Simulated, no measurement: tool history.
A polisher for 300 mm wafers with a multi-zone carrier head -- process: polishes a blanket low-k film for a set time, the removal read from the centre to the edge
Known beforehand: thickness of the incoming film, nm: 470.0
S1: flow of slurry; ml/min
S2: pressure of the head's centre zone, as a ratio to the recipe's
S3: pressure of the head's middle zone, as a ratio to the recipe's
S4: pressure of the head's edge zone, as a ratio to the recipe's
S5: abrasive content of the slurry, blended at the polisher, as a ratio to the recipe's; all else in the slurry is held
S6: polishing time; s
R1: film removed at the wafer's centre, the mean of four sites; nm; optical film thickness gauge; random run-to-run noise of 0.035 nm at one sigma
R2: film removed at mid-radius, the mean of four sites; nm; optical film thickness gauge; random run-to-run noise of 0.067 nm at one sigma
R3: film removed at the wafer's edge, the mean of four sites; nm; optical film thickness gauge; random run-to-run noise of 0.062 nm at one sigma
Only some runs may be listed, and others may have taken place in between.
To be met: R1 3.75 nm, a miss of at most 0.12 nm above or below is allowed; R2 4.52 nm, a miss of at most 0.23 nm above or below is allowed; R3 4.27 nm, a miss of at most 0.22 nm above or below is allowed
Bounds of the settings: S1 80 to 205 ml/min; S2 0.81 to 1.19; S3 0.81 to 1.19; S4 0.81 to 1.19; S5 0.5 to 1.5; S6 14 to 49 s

run,day,S1,S2,S3,S4,S5,S6,R1,R2,R3
1,0,135,1,1,1,1,31,6.6869,6.4839,6.7489
2,0.15,130,0.97,1.01,0.97,0.9,30,6.0067,5.9191,6.1326
3,0.525,130,0.97,1.01,0.97,1.05,30,6.2947,6.4951,6.7146
4,0.888,125,0.94,1.04,0.95,0.95,29,5.6553,6.2576,6.0046
5,1.15,125,0.94,0.98,0.95,0.95,29,5.5631,5.8209,5.9448
6,1.254,125,0.94,0.98,0.95,1.1,29,5.9971,6.1632,6.4482
7,1.304,120,0.91,0.98,0.93,0.95,29,5.4709,5.8789,6.0072
8,1.358,115,0.89,0.98,0.92,0.85,28,4.9295,5.4635,5.3532
9,1.475,115,0.89,0.98,0.92,0.85,28,4.8383,5.2466,5.2026
10,1.838,115,0.89,0.98,0.92,0.85,28,4.7957,5.2325,5.3571
11,1.875,100,0.83,1.03,0.82,0.6,27,3.5025,4.3364,4.128
12,2.233,125,0.85,1.03,0.83,0.6,27,3.8789,4.5422,4.39

Pick the move, out of 4, that brings all results within their allowed miss; only one does.
A,2.592,120,0.86,0.94,0.84,0.6,28,?,?,?
B,2.592,85,0.86,1.04,0.82,0.7,28,?,?,?
C,2.592,110,0.92,1.14,0.82,0.6,25,?,?,?
D,2.592,120,0.81,0.94,0.91,0.55,27,?,?,?

move,R1,R2,R3
A,3.9361,4.3722,4.4871
B,3.7178,4.5758,4.4226
C,3.6638,4.4868,3.8879
D,3.4248,4.0419,4.3005
A: lands further from the targets than the last run did
B: every result within its allowed miss
C: brings the result that was furthest off to its target, and leaves another outside
D: takes the biggest miss from the last run beyond its target
Answer: B
